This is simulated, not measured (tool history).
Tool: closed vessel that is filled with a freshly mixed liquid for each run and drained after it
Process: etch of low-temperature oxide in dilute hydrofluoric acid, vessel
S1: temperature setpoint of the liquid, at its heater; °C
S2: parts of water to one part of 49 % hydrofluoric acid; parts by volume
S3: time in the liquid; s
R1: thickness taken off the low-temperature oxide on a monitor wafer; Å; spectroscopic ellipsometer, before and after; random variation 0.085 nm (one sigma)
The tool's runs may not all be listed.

run 1 hour=0 | S1=25 S2=60 S3=65 | R1=249.39
run 2 hour=1.3 | S1=24 S2=60 S3=65 | R1=237.26
run 3 hour=6.1 | S1=25 S2=60 S3=65 | R1=248.19
run 4 hour=8.9 | S1=25 S2=60 S3=65 | R1=249.29
run 5 hour=15.5 | S1=25 S2=60 S3=65 | R1=247.16
run 6 hour=20.4 | S1=24 S2=60 S3=65 | R1=239.77
run 7 hour=25.6 | S1=23 S2=60 S3=65 | R1=228.5
run 8 hour=30.4 | S1=19 S2=65 S3=65 | R1=177.75

The next listed run, before its measurement:
run 9 hour=33.9 | S1=18.5 S2=65 S3=65 | R1=?

{"run 9": {"R1": 174.05}}
